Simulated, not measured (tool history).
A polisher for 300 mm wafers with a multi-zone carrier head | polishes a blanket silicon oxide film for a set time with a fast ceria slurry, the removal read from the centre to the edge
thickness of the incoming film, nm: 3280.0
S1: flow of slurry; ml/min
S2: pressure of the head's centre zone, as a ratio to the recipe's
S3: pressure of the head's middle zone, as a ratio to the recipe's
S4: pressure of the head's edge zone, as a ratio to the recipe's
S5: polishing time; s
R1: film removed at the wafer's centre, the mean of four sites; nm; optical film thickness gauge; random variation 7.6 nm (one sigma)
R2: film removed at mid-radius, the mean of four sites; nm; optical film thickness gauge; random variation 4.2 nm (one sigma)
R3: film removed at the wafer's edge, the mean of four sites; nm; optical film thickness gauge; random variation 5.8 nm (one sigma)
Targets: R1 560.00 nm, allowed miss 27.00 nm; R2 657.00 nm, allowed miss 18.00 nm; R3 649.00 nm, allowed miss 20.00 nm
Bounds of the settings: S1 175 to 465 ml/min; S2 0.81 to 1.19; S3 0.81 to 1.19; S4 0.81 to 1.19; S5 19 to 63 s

run  hour   S1    S2    S3    S4  S5      R1      R2      R3
  1   0.0  295  1.00  1.00  1.00  41  672.69  695.56  701.06
  2   0.7  325  1.00  1.00  1.00  41  664.77  704.38  710.69
  3   6.6  320  0.97  0.99  0.98  41  644.10  707.58  698.06
  4  13.6  320  0.97  1.07  0.98  41  660.11  743.82  709.28
  5  16.0  320  0.97  1.12  0.98  41  670.83  781.02  691.96
  6  23.1  310  0.95  1.09  0.97  41  646.91  758.64  697.59
  7  25.0  300  0.94  1.06  0.96  41  649.87  734.64  699.22
  8  28.6  305  0.92  1.05  0.96  40  609.50  707.02  678.94

Which of these 4 next moves meets every target?
  A  32.2  315  0.82  1.05  1.00  37   ?   ?   ?
  B  32.2  335  0.93  1.07  1.05  36   ?   ?   ?
  C  32.2  350  0.89  1.11  0.99  37   ?   ?   ?
  D  32.2  435  0.94  0.97  0.91  38   ?   ?   ?

move      R1      R2      R3
   A  496.26  666.58  644.50
   B  551.95  662.63  644.32
   C  545.25  705.81  646.01
   D  602.45  657.69  648.75
A: brings the result that was furthest off to its target, and leaves another outside
B: meets every target
C: as far off as the last run
D: brings the result that was furthest off to its target, and leaves another outside
The right move is B.
